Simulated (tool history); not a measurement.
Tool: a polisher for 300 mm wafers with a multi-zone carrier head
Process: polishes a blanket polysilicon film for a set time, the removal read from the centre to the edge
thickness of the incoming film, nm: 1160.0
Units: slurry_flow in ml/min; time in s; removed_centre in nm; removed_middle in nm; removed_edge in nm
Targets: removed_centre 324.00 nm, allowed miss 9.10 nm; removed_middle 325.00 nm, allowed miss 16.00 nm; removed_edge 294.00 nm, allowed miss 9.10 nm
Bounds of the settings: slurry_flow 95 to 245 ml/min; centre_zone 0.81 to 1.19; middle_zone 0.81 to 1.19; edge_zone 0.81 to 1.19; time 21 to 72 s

run 1 hour=0.0 | slurry_flow=155 centre_zone=1.00 middle_zone=1.00 edge_zone=1.00 time=46 | removed_centre=434.39 removed_middle=435.13 removed_edge=417.31
run 2 hour=1.1 | slurry_flow=155 centre_zone=1.00 middle_zone=1.00 edge_zone=1.06 time=46 | removed_centre=434.50 removed_middle=440.78 removed_edge=433.14
run 3 hour=3.0 | slurry_flow=155 centre_zone=1.00 middle_zone=0.92 edge_zone=1.06 time=46 | removed_centre=432.30 removed_middle=414.10 removed_edge=425.30
run 4 hour=11.3 | slurry_flow=155 centre_zone=0.99 middle_zone=0.93 edge_zone=1.02 time=44 | removed_centre=407.11 removed_middle=400.53 removed_edge=410.24
run 5 hour=13.7 | slurry_flow=155 centre_zone=0.91 middle_zone=0.93 edge_zone=1.02 time=44 | removed_centre=375.02 removed_middle=392.66 removed_edge=398.81
run 6 hour=14.8 | slurry_flow=155 centre_zone=0.93 middle_zone=0.94 edge_zone=0.98 time=42 | removed_centre=371.48 removed_middle=371.09 removed_edge=381.41
run 7 hour=15.8 | slurry_flow=155 centre_zone=0.94 middle_zone=0.98 edge_zone=0.95 time=40 | removed_centre=348.38 removed_middle=367.83 removed_edge=350.62
run 8 hour=24.7 | slurry_flow=150 centre_zone=0.95 middle_zone=0.98 edge_zone=0.92 time=39 | removed_centre=344.03 removed_middle=366.75 removed_edge=344.33
run 9 hour=25.5 | slurry_flow=155 centre_zone=0.96 middle_zone=0.98 edge_zone=0.90 time=38 | removed_centre=339.96 removed_middle=357.54 removed_edge=336.55
run 10 hour=28.4 | slurry_flow=150 centre_zone=0.98 middle_zone=0.98 edge_zone=0.88 time=37 | removed_centre=340.11 removed_middle=351.43 removed_edge=321.50
run 11 hour=36.5 | slurry_flow=145 centre_zone=0.98 middle_zone=0.97 edge_zone=0.87 time=37 | removed_centre=328.33 removed_middle=335.69 removed_edge=321.92
run 12 hour=42.6 | slurry_flow=145 centre_zone=0.99 middle_zone=0.98 edge_zone=0.86 time=36 | removed_centre=327.21 removed_middle=337.99 removed_edge=306.15
run 13 hour=51.3 | slurry_flow=145 centre_zone=0.99 middle_zone=0.98 edge_zone=0.85 time=36 | removed_centre=328.73 removed_middle=341.18 removed_edge=301.85
run 14 hour=56.2 | slurry_flow=145 centre_zone=0.99 middle_zone=0.97 edge_zone=0.85 time=36 | removed_centre=331.48 removed_middle=339.37 removed_edge=306.00

5 next moves are on the table. One of them brings every result within its allowed miss. Which?
run A hour=61.1 | slurry_flow=180 centre_zone=0.90 middle_zone=1.07 edge_zone=0.83 time=34 | removed_centre=? removed_middle=? removed_edge=?
run B hour=61.1 | slurry_flow=170 centre_zone=0.99 middle_zone=1.07 edge_zone=0.81 time=32 | removed_centre=? removed_middle=? removed_edge=?
run C hour=61.1 | slurry_flow=190 centre_zone=0.96 middle_zone=0.93 edge_zone=0.89 time=35 | removed_centre=? removed_middle=? removed_edge=?
run D hour=61.1 | slurry_flow=140 centre_zone=0.98 middle_zone=1.13 edge_zone=0.81 time=36 | removed_centre=? removed_middle=? removed_edge=?
run E hour=61.1 | slurry_flow=140 centre_zone=0.98 middle_zone=0.95 edge_zone=0.81 time=36 | removed_centre=? removed_middle=? removed_edge=?

move=A removed_centre=291.03 removed_middle=350.89 removed_edge=292.30
move=B removed_centre=298.75 removed_middle=327.37 removed_edge=270.64
move=C removed_centre=322.14 removed_middle=325.04 removed_edge=312.45
move=D removed_centre=321.51 removed_middle=373.49 removed_edge=297.56
move=E removed_centre=321.12 removed_middle=324.56 removed_edge=298.25
A: brings the result that was furthest off to its target, and leaves another outside
B: takes the result that was furthest off past its target
C: further off than the last run
D: brings the result that was furthest off to its target, and leaves another outside
E: meets every target
Move E is the one to make.
